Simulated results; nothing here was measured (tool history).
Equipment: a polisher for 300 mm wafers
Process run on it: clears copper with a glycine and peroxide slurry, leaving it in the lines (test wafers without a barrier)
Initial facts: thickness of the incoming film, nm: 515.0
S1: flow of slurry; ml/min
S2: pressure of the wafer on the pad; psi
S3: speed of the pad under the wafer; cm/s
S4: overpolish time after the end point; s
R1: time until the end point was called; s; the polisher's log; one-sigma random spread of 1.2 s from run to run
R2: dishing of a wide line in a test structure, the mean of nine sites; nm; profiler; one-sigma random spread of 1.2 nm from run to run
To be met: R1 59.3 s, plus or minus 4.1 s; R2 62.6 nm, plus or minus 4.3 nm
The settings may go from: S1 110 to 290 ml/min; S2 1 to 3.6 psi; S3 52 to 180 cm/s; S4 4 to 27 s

run	day	S1	S2	S3	S4	R1	R2
1	0	185	2.3	116	14	96.053	44.107
2	0.029	155	2.3	116	14	98.519	41.114
3	0.167	200	2.3	116	14	93.79	43.266
4	0.35	185	2.3	116	14	96.559	42.257
5	0.462	185	2.3	116	11	98.142	35.704
6	0.758	185	2.5	118	12	88.774	41.649
7	0.921	185	3.1	124	13	70.775	47.659
8	1.192	185	3.2	124	14	69.804	50.398
9	1.492	185	3.3	124	14	71.819	51.886
10	1.596	185	3.3	126	14	69.676	51.63

Which of these 4 next moves meets every target?
A	1.7	165	3.4	114	15	?	?
B	1.7	205	3.6	134	15	?	?
C	1.7	195	3.6	140	11	?	?
D	1.7	170	3.4	150	19	?	?

move	R1	R2
A	74.784	51.67
B	60.97	56.291
C	59.223	49.139
D	59.737	61.405
A: moves away from the targets compared with the last run
B: an improvement on the last run, though not all results are within tolerance
C: moves away from the targets compared with the last run
D: meets every target
D is the move that brings every result within its allowed miss.
